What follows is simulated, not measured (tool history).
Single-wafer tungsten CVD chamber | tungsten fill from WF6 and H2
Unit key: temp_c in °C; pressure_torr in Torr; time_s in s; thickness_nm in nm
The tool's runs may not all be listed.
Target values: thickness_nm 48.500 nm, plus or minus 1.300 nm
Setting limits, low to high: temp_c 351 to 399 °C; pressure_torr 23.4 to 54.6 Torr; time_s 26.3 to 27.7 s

run 1 hour=0.0 | temp_c=375 pressure_torr=39.0 time_s=27.7 | thickness_nm=57.809
run 2 hour=1.3 | temp_c=373 pressure_torr=38.9 time_s=27.7 | thickness_nm=55.383
run 3 hour=3.1 | temp_c=371 pressure_torr=38.8 time_s=27.7 | thickness_nm=53.304
run 4 hour=10.2 | temp_c=371 pressure_torr=41.2 time_s=27.7 | thickness_nm=55.222
run 5 hour=18.1 | temp_c=369 pressure_torr=41.1 time_s=27.7 | thickness_nm=53.151
run 6 hour=24.4 | temp_c=378 pressure_torr=41.1 time_s=27.7 | thickness_nm=63.065
run 7 hour=28.2 | temp_c=374 pressure_torr=40.9 time_s=27.7 | thickness_nm=58.479
run 8 hour=37.0 | temp_c=371 pressure_torr=40.8 time_s=27.7 | thickness_nm=55.191
run 9 hour=41.1 | temp_c=371 pressure_torr=40.8 time_s=27.7 | thickness_nm=54.840
run 10 hour=49.5 | temp_c=369 pressure_torr=40.7 time_s=27.7 | thickness_nm=52.833
run 11 hour=53.3 | temp_c=368 pressure_torr=40.6 time_s=27.7 | thickness_nm=51.622
run 12 hour=57.0 | temp_c=367 pressure_torr=40.6 time_s=27.7 | thickness_nm=50.828

Below are 4 possible settings for the next run. Only one of them brings all results inside the allowed miss of their targets. Which is it?
run A hour=60.7 | temp_c=358 pressure_torr=47.8 time_s=26.3 | thickness_nm=?
run B hour=60.7 | temp_c=364 pressure_torr=40.8 time_s=26.5 | thickness_nm=?
run C hour=60.7 | temp_c=371 pressure_torr=36.7 time_s=27.7 | thickness_nm=?
run D hour=60.7 | temp_c=364 pressure_torr=41.7 time_s=27.4 | thickness_nm=?

move=A thickness_nm=44.755
move=B thickness_nm=45.865
move=C thickness_nm=51.018
move=D thickness_nm=48.135
A: the result that was furthest off in the last run now lies on the other side of its target
B: the result that was furthest off in the last run now lies on the other side of its target
C: misses by more than the last run did
D: meets every target
Answer: D
